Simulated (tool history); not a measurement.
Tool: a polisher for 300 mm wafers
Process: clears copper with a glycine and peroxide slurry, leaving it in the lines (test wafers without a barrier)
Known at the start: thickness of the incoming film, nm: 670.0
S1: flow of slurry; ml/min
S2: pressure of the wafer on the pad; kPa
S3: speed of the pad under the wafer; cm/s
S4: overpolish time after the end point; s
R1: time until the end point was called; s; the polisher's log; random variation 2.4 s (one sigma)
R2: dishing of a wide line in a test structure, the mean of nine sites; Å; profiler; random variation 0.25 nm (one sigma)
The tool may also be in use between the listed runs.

run 1 day=0 | S1=200 S2=17.9 S3=78 S4=18 | R1=139.17 R2=535.75
run 2 day=0.358 | S1=185 S2=15.9 S3=80 S4=14 | R1=151.26 R2=399.34
run 3 day=0.65 | S1=165 S2=13.8 S3=86 S4=11 | R1=161.24 R2=293.79
run 4 day=0.912 | S1=165 S2=13.1 S3=90 S4=9 | R1=165.9 R2=237.5
run 5 day=1.271 | S1=165 S2=13.1 S3=90 S4=16 | R1=165.24 R2=409.73
run 6 day=1.375 | S1=170 S2=13.1 S3=88 S4=13 | R1=164.97 R2=332
run 7 day=1.658 | S1=180 S2=12.4 S3=90 S4=11 | R1=169.27 R2=287.22
run 8 day=1.846 | S1=175 S2=12.4 S3=90 S4=9 | R1=170.81 R2=236.62
run 9 day=2.208 | S1=175 S2=12.4 S3=90 S4=9 | R1=169.29 R2=239.78
run 10 day=2.504 | S1=175 S2=12.4 S3=92 S4=8 | R1=166.11 R2=215.92
run 11 day=2.604 | S1=175 S2=11.7 S3=94 S4=8 | R1=171.47 R2=209.78
run 12 day=2.654 | S1=175 S2=11.7 S3=96 S4=8 | R1=169.23 R2=215.96

Run 13 comes next. What will it give?
run 13 day=2.696 | S1=175 S2=11.7 S3=98 S4=8 | R1=? R2=?

Run 13 gave R1 164.88 s, R2 214.04 Å.
